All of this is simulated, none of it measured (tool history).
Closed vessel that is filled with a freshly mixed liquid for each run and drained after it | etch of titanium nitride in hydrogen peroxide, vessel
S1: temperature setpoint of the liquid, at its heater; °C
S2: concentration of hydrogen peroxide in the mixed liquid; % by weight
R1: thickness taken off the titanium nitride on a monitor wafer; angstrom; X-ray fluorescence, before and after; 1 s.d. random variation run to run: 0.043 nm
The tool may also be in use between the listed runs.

Run 1, hour 0.0: S1 58.0 °C, S2 19.5 % by weight, time in the liquid (s) 50. Result: R1 24.5010 angstrom.
Run 2, hour 2.0: S1 51.5 °C, S2 19.5 % by weight, time in the liquid (s) 50. Result: R1 15.7850 angstrom.
Run 3, hour 9.0: S1 56.5 °C, S2 20.5 % by weight, time in the liquid (s) 50. Result: R1 22.8430 angstrom.
Run 4, hour 14.4: S1 51.5 °C, S2 20.5 % by weight, time in the liquid (s) 50. Result: R1 15.8740 angstrom.
Run 5, hour 23.2: S1 45.0 °C, S2 20.5 % by weight, time in the liquid (s) 50. Result: R1 9.9217 angstrom.
Run 6, hour 25.5: S1 45.0 °C, S2 22.0 % by weight, time in the liquid (s) 50. Result: R1 9.9935 angstrom.

Estimate the outcome of run 7 from the log above:
Run 7, hour 29.0: S1 52.0 °C, S2 22.0 % by weight, time in the liquid (s) 50. Result: R1 ?.

{"run 7": {"R1": 17.015}}

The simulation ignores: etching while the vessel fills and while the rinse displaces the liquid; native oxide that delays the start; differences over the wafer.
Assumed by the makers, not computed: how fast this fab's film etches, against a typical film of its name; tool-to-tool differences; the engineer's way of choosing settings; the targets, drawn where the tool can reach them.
